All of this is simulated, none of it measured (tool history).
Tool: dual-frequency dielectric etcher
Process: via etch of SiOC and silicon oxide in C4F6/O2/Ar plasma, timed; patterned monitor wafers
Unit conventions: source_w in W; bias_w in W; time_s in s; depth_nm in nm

| run | hour | source_w | bias_w | time_s | depth_nm |
|---|---|---|---|---|---|
| 1 | 0.0 | 380 | 224 | 87.0 | 103.010 |
| 2 | 3.1 | 380 | 244 | 87.0 | 105.320 |
| 3 | 9.7 | 380 | 244 | 91.0 | 110.330 |
| 4 | 12.9 | 360 | 238 | 90.5 | 105.600 |
| 5 | 16.1 | 360 | 200 | 90.5 | 100.980 |
| 6 | 22.6 | 360 | 237 | 90.5 | 105.720 |
| 7 | 24.4 | 340 | 235 | 90.5 | 102.850 |
| 8 | 25.2 | 340 | 235 | 90.5 | 102.210 |
| 9 | 31.6 | 330 | 234 | 90.5 | 100.870 |
| 10 | 34.6 | 320 | 233 | 90.5 | 99.505 |
| 11 | 37.6 | 310 | 232 | 90.5 | 97.137 |
| 12 | 39.7 | 300 | 231 | 90.5 | 95.436 |

Forecast run 13:
| 13 | 40.4 | 250 | 224 | 90.5 | ? |

Run 13 came out at depth_nm 85.351 nm.

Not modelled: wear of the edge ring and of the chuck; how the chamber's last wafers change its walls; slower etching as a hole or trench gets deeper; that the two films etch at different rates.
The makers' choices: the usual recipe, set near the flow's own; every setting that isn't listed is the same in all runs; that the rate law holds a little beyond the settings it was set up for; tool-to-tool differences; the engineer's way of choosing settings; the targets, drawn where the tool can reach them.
